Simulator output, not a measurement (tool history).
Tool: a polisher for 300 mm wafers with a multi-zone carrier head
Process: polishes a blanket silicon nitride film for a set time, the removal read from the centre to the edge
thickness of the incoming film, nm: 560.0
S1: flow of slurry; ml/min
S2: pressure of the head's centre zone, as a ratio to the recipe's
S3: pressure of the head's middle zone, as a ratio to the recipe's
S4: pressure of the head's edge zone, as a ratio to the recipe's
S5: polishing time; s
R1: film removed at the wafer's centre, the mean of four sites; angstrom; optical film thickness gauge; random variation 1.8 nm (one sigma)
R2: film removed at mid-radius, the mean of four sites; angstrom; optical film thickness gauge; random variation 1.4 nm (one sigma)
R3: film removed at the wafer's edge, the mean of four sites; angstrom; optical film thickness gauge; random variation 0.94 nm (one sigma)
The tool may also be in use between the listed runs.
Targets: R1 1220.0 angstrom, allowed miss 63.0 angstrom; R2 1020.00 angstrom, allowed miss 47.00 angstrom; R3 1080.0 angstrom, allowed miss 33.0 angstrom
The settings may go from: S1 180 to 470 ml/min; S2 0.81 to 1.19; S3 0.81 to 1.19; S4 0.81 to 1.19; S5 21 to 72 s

run,hour,S1,S2,S3,S4,S5,R1,R2,R3
1,0.0,300,1.00,1.00,1.00,46,1385.9,1407.60,1356.8
2,3.6,370,1.00,1.00,1.00,46,1387.2,1446.00,1363.7
3,12.0,365,1.01,0.98,0.99,45,1409.9,1386.80,1340.2
4,16.3,365,1.01,0.94,0.99,45,1409.5,1341.40,1342.6
5,22.8,365,1.01,0.93,0.98,44,1388.2,1272.10,1317.4
6,23.7,365,1.01,0.93,0.97,43,1316.4,1233.20,1263.1
7,31.2,365,1.02,0.92,0.95,43,1372.4,1224.40,1239.4
8,38.4,365,1.01,0.91,0.93,43,1317.8,1246.90,1248.1
9,42.9,365,1.01,0.91,0.93,43,1309.6,1230.70,1240.0
10,47.7,365,1.01,0.90,0.92,42,1267.0,1208.50,1179.6
11,53.8,360,1.01,0.89,0.92,42,1326.0,1178.10,1206.9
12,57.0,360,1.01,0.88,0.91,41,1250.6,1144.00,1167.6
13,57.7,360,1.01,0.87,0.90,41,1310.4,1139.50,1166.9
14,61.7,360,1.01,0.86,0.90,41,1240.2,1148.70,1159.4
15,66.6,330,1.11,0.81,0.92,37,1243.4,948.12,1061.8

Which of these 5 next moves meets every target?
A,71.5,245,1.12,0.90,1.00,37,?,?,?
B,71.5,305,1.14,0.82,0.99,39,?,?,?
C,71.5,340,1.02,0.96,0.84,39,?,?,?
D,71.5,350,1.04,0.83,1.02,39,?,?,?
E,71.5,285,1.10,0.89,0.81,41,?,?,?

move,R1,R2,R3
A,1181.6,984.37,1075.3
B,1304.7,986.52,1151.9
C,1181.5,1137.10,1074.5
D,1207.3,1010.20,1180.6
E,1313.0,1101.70,1097.4
A: meets every target
B: brings the result that was furthest off to its target, and leaves another outside
C: takes the result that was furthest off past its target
D: brings the result that was furthest off to its target, and leaves another outside
E: takes the result that was furthest off past its target
Move A is the one to make.

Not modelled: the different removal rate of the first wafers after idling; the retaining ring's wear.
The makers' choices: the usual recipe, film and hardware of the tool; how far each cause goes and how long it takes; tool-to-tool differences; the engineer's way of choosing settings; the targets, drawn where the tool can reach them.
